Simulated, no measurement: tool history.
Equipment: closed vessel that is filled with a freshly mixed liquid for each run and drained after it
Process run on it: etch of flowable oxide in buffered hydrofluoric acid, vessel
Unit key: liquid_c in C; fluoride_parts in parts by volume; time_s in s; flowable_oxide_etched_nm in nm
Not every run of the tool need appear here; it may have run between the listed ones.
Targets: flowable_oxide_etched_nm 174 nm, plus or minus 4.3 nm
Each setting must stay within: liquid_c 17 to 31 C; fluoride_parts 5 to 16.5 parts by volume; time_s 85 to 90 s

Run 1, hour 0: liquid_c 23 C, fluoride_parts 10 parts by volume, time_s 85 s. Result: flowable_oxide_etched_nm 218.96 nm.
Run 2, hour 6.6: liquid_c 19.5 C, fluoride_parts 10 parts by volume, time_s 85 s. Result: flowable_oxide_etched_nm 178.24 nm.
Run 3, hour 14.3: liquid_c 19.5 C, fluoride_parts 10 parts by volume, time_s 90 s. Result: flowable_oxide_etched_nm 188.75 nm.
Run 4, hour 16.2: liquid_c 21.5 C, fluoride_parts 10 parts by volume, time_s 90 s. Result: flowable_oxide_etched_nm 211.98 nm.
Run 5, hour 22.6: liquid_c 19 C, fluoride_parts 10 parts by volume, time_s 90 s. Result: flowable_oxide_etched_nm 185.21 nm.
Run 6, hour 29.7: liquid_c 18.5 C, fluoride_parts 10 parts by volume, time_s 90 s. Result: flowable_oxide_etched_nm 177.85 nm.
At hour 32.9: thermometer replaced.
Run 7, hour 32.9: liquid_c 18 C, fluoride_parts 10 parts by volume, time_s 90 s. Result: flowable_oxide_etched_nm 157.59 nm.
Run 8, hour 36.8: liquid_c 18.5 C, fluoride_parts 10 parts by volume, time_s 90 s. Result: flowable_oxide_etched_nm 159.44 nm.
Run 9, hour 39.8: liquid_c 19 C, fluoride_parts 10 parts by volume, time_s 90 s. Result: flowable_oxide_etched_nm 163.03 nm.

Pick the move, out of 4, that brings all results within their allowed miss; only one does.
Run A, hour 42.8: liquid_c 17.5 C, fluoride_parts 8 parts by volume, time_s 85 s. Result: flowable_oxide_etched_nm ?.
Run B, hour 42.8: liquid_c 22 C, fluoride_parts 10 parts by volume, time_s 85 s. Result: flowable_oxide_etched_nm ?.
Run C, hour 42.8: liquid_c 19.5 C, fluoride_parts 10.5 parts by volume, time_s 85 s. Result: flowable_oxide_etched_nm ?.
Run D, hour 42.8: liquid_c 18 C, fluoride_parts 10 parts by volume, time_s 90 s. Result: flowable_oxide_etched_nm ?.

move  flowable_oxide_etched_nm
   A                    171.99
   B                    182.27
   C                    151.22
   D                    154.27
A: in spec on every target
B: pushes the last run's worst result past its target
C: misses by more than the last run did
D: misses by more than the last run did
The right move is A.
